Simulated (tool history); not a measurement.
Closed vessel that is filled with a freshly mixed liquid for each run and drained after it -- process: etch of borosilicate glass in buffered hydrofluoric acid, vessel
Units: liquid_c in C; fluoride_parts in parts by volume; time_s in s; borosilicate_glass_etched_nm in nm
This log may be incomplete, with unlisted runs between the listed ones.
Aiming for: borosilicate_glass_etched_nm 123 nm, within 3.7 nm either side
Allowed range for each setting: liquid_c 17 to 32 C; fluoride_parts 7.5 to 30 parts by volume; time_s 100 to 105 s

run    day  liquid_c  fluoride_parts  time_s  borosilicate_glass_etched_nm
  1      0        24            20.5     100                        62.347
  2  0.062        26            18.5     100                         76.35
  3  0.175        29            18.5     100                        90.198
  4  0.275      31.5            18.5     100                        101.11
  5  0.458        32            18.5     100                        104.73
  6  0.596        32            18.5     100                        104.03
  7  0.917        32            17.5     100                        109.76
  8  0.954        32            14.5     100                        134.62
  9  1.204      31.5            14.5     100                        130.64

Which single option among these 4 for the next run brings every result within its allowed miss of target? Just one does.
  A  1.454        30              14     105                             ?
  B  1.454      31.5              14     100                             ?
  C  1.454        31            13.5     100                             ?
  D  1.454        32            15.5     100                             ?

move  borosilicate_glass_etched_nm
   A                        127.36
   B                        131.05
   C                        132.38
   D                        121.63
A: an improvement on the last run, though not all results are within tolerance
B: its largest miss is bigger than the last run's
C: its largest miss is bigger than the last run's
D: hits every target within its allowed miss
The right move is D.

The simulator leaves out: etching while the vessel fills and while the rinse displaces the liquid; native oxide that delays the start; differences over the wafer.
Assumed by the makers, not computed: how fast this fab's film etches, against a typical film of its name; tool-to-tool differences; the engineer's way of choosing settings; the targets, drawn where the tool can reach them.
